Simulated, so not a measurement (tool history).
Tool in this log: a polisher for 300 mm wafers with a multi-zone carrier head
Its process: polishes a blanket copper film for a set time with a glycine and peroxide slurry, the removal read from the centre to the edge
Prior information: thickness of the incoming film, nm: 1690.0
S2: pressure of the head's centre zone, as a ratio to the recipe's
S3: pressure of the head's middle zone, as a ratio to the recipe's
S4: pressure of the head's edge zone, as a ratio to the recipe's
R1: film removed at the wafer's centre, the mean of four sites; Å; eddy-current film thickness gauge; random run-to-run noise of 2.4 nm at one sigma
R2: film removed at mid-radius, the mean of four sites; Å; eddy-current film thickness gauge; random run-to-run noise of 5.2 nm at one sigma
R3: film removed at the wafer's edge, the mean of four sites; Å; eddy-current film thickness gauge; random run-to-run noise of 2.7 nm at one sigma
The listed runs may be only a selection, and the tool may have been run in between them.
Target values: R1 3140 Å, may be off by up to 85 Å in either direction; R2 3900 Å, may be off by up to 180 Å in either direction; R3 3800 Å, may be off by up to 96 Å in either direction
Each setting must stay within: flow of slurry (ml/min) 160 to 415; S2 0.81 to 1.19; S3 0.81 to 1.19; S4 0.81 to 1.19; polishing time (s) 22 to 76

run 1 hour=0 | flow_of_slurry_(ml/min)=265 S2=1 S3=1 S4=1 polishing_time_(s)=49 | R1=3094.5 R2=2964.9 R3=3280.7
run 2 hour=1.1 | flow_of_slurry_(ml/min)=265 S2=1 S3=1 S4=0.91 polishing_time_(s)=49 | R1=3140.2 R2=3066.7 R3=3121.5
run 3 hour=7.5 | flow_of_slurry_(ml/min)=210 S2=1 S3=1 S4=0.91 polishing_time_(s)=49 | R1=2989.4 R2=2995.3 R3=3010.4
run 4 hour=15.2 | flow_of_slurry_(ml/min)=180 S2=1 S3=1 S4=0.91 polishing_time_(s)=49 | R1=2914.4 R2=2916.8 R3=2944.4
run 5 hour=23.2 | flow_of_slurry_(ml/min)=205 S2=1 S3=1 S4=0.91 polishing_time_(s)=49 | R1=2997.9 R2=2879.4 R3=2982.1
-- hour=27.4 edge zone pressure recalibrated
run 6 hour=27.4 | flow_of_slurry_(ml/min)=205 S2=1 S3=1 S4=0.91 polishing_time_(s)=56 | R1=3406.9 R2=3407.7 R3=3341.5
run 7 hour=28.5 | flow_of_slurry_(ml/min)=215 S2=0.97 S3=1.03 S4=0.94 polishing_time_(s)=57 | R1=3410.4 R2=3580.9 R3=3490.7
run 8 hour=30.3 | flow_of_slurry_(ml/min)=215 S2=0.94 S3=1.05 S4=0.97 polishing_time_(s)=57 | R1=3366.5 R2=3555 R3=3475.6
run 9 hour=37.4 | flow_of_slurry_(ml/min)=210 S2=0.91 S3=1.09 S4=1.03 polishing_time_(s)=58 | R1=3214.7 R2=3750.4 R3=3655.8
run 10 hour=41 | flow_of_slurry_(ml/min)=210 S2=0.9 S3=1.1 S4=1.04 polishing_time_(s)=58 | R1=3252.5 R2=3752.1 R3=3679.7

Which one of the following 5 next-run settings gets every result inside its allowed miss? There is exactly one.
run A hour=44.6 | flow_of_slurry_(ml/min)=285 S2=0.82 S3=1.08 S4=1.03 polishing_time_(s)=58 | R1=? R2=? R3=?
run B hour=44.6 | flow_of_slurry_(ml/min)=205 S2=0.84 S3=1.14 S4=1.07 polishing_time_(s)=64 | R1=? R2=? R3=?
run C hour=44.6 | flow_of_slurry_(ml/min)=160 S2=0.85 S3=1.16 S4=0.94 polishing_time_(s)=66 | R1=? R2=? R3=?
run D hour=44.6 | flow_of_slurry_(ml/min)=290 S2=0.82 S3=1.07 S4=1.16 polishing_time_(s)=58 | R1=? R2=? R3=?
run E hour=44.6 | flow_of_slurry_(ml/min)=245 S2=0.92 S3=1.16 S4=1.12 polishing_time_(s)=58 | R1=? R2=? R3=?

move=A R1=3132.6 R2=3863.4 R3=3801.4
move=B R1=3360.4 R2=4271.1 R3=4131.6
move=C R1=3319.5 R2=4264.9 R3=3865.3
move=D R1=3139 R2=3839.3 R3=4042.6
move=E R1=3394.7 R2=4031.3 R3=3905.8
A: meets every target
B: further off than the last run
C: further off than the last run
D: brings the result that was furthest off to its target, and leaves another outside
E: further off than the last run
A meets every target.
